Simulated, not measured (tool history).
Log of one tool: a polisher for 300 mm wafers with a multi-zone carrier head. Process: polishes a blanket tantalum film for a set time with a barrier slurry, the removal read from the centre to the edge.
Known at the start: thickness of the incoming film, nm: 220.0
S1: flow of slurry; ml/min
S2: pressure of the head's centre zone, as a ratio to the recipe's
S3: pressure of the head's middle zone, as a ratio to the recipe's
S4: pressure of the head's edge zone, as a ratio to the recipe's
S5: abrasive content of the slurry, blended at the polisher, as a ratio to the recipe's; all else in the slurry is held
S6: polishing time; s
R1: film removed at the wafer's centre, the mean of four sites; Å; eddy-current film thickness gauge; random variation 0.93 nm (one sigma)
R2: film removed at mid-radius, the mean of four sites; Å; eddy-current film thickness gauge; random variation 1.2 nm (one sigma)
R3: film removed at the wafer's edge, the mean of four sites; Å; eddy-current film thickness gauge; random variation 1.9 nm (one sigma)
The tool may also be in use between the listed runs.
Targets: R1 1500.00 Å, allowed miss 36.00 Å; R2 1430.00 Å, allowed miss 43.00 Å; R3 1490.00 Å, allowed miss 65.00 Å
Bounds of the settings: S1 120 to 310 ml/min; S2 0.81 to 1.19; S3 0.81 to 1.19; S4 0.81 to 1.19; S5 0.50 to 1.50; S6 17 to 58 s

{"run": 1, "day": 0.0, "S1": 200, "S2": 1.0, "S3": 1.0, "S4": 1.0, "S5": 1.0, "S6": 37, "R1": 886.88, "R2": 868.2, "R3": 896.75}
{"run": 2, "day": 0.254, "S1": 200, "S2": 1.0, "S3": 1.0, "S4": 1.0, "S5": 1.0, "S6": 40, "R1": 964.69, "R2": 948.63, "R3": 965.01}
{"run": 3, "day": 0.5, "S1": 210, "S2": 1.02, "S3": 1.02, "S4": 1.06, "S5": 1.15, "S6": 42, "R1": 1081.3, "R2": 1057.4, "R3": 1094.1}
{"run": 4, "day": 0.796, "S1": 220, "S2": 1.04, "S3": 1.04, "S4": 1.1, "S5": 1.25, "S6": 44, "R1": 1175.7, "R2": 1145.1, "R3": 1220.2}
{"run": 5, "day": 0.879, "S1": 220, "S2": 1.11, "S3": 1.04, "S4": 1.1, "S5": 1.25, "S6": 44, "R1": 1270.0, "R2": 1149.4, "R3": 1210.6}
{"run": 6, "day": 1.121, "S1": 230, "S2": 1.12, "S3": 1.07, "S4": 1.13, "S5": 1.35, "S6": 45, "R1": 1331.3, "R2": 1261.0, "R3": 1245.7}
{"run": 7, "day": 1.346, "S1": 230, "S2": 1.11, "S3": 1.06, "S4": 1.15, "S5": 1.4, "S6": 46, "R1": 1388.3, "R2": 1270.0, "R3": 1325.6}
{"run": 8, "day": 1.608, "S1": 235, "S2": 1.1, "S3": 1.07, "S4": 1.16, "S5": 1.45, "S6": 47, "R1": 1427.5, "R2": 1331.4, "R3": 1356.8}
{"run": 9, "day": 1.925, "S1": 235, "S2": 1.09, "S3": 1.07, "S4": 1.17, "S5": 1.45, "S6": 48, "R1": 1451.7, "R2": 1346.9, "R3": 1391.5}
{"run": 10, "day": 1.962, "S1": 235, "S2": 1.08, "S3": 1.07, "S4": 1.18, "S5": 1.45, "S6": 49, "R1": 1445.5, "R2": 1408.8, "R3": 1474.8}

4 next moves are on the table. One of them brings every result within its allowed miss. Which?
{"run": "A", "day": 2.0, "S1": 255, "S2": 0.98, "S3": 1.06, "S4": 1.19, "S5": 1.35, "S6": 54, "R1": "?", "R2": "?", "R3": "?"}
{"run": "B", "day": 2.0, "S1": 200, "S2": 1.05, "S3": 0.9, "S4": 1.19, "S5": 1.45, "S6": 56, "R1": "?", "R2": "?", "R3": "?"}
{"run": "C", "day": 2.0, "S1": 310, "S2": 1.05, "S3": 1.04, "S4": 1.15, "S5": 1.2, "S6": 53, "R1": "?", "R2": "?", "R3": "?"}
{"run": "D", "day": 2.0, "S1": 225, "S2": 1.0, "S3": 1.01, "S4": 1.19, "S5": 1.5, "S6": 52, "R1": "?", "R2": "?", "R3": "?"}

move=A R1=1444.80 R2=1528.90 R3=1575.30
move=B R1=1577.80 R2=1363.20 R3=1628.40
move=C R1=1504.50 R2=1457.90 R3=1493.40
move=D R1=1432.10 R2=1428.10 R3=1539.90
A: further off than the last run
B: takes the result that was furthest off past its target
C: meets every target
D: further off than the last run
Move C is the one to make.
